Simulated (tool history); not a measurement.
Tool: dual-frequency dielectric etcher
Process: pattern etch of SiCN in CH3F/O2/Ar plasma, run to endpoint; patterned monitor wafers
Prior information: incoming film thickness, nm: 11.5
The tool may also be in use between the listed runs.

Run 1, hour 0: source power (kW) 0.54, bias power (kW) 0.058. Result: endpoint time (s) 28.665.
Run 2, hour 5.5: source power (kW) 0.54, bias power (kW) 0.063. Result: endpoint time (s) 28.492.
Run 3, hour 14.4: source power (kW) 0.5, bias power (kW) 0.059. Result: endpoint time (s) 29.799.
Run 4, hour 19.8: source power (kW) 0.54, bias power (kW) 0.059. Result: endpoint time (s) 28.716.
Run 5, hour 21: source power (kW) 0.6, bias power (kW) 0.059. Result: endpoint time (s) 27.107.
Run 6, hour 28.3: source power (kW) 0.51, bias power (kW) 0.059. Result: endpoint time (s) 29.431.
Run 7, hour 31.7: source power (kW) 0.48, bias power (kW) 0.058. Result: endpoint time (s) 30.414.

For run 8, what comes out?
Run 8, hour 40.7: source power (kW) 0.45, bias power (kW) 0.057. Result: endpoint time (s) ?.

{"run 8": {"endpoint time (s)": 31.694}}
